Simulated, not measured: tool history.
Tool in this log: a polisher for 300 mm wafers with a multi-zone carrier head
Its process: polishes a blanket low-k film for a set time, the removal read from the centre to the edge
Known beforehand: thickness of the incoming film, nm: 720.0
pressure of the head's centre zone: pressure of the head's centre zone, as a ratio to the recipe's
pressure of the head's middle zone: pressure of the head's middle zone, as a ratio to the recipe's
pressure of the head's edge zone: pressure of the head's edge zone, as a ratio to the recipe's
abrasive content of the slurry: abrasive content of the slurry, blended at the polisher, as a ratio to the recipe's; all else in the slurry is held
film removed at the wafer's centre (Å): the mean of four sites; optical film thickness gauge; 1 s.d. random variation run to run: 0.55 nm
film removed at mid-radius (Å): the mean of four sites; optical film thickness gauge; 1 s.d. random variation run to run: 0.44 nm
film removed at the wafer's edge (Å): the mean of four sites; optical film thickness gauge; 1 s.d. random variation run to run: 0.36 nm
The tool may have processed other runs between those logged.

run,hour,flow of slurry (ml/min),pressure of the head's centre zone,pressure of the head's middle zone,pressure of the head's edge zone,abrasive content of the slurry,polishing time (s),film removed at the wafer's centre (Å),film removed at mid-radius (Å),film removed at the wafer's edge (Å)
1,0.0,175,1.00,1.00,1.00,1.00,75,253.57,264.61,253.44
2,8.1,175,1.00,1.00,1.00,1.10,75,273.63,280.13,273.10
3,12.6,175,1.00,1.04,1.00,1.10,75,269.19,280.12,272.69
4,14.3,205,1.01,1.09,0.94,1.15,78,292.71,324.38,282.66
5,15.3,205,1.01,1.09,0.94,1.15,69,264.57,275.51,248.90
6,21.7,205,1.01,1.09,0.94,1.15,85,318.27,341.81,305.53

What does the tool deliver on the next run?
7,29.5,215,1.03,1.12,0.93,1.20,85,?,?,?

{"run 7": {"film removed at the wafer's centre (Å)": 337.18, "film removed at mid-radius (Å)": 359.62, "film removed at the wafer's edge (Å)": 317.11}}

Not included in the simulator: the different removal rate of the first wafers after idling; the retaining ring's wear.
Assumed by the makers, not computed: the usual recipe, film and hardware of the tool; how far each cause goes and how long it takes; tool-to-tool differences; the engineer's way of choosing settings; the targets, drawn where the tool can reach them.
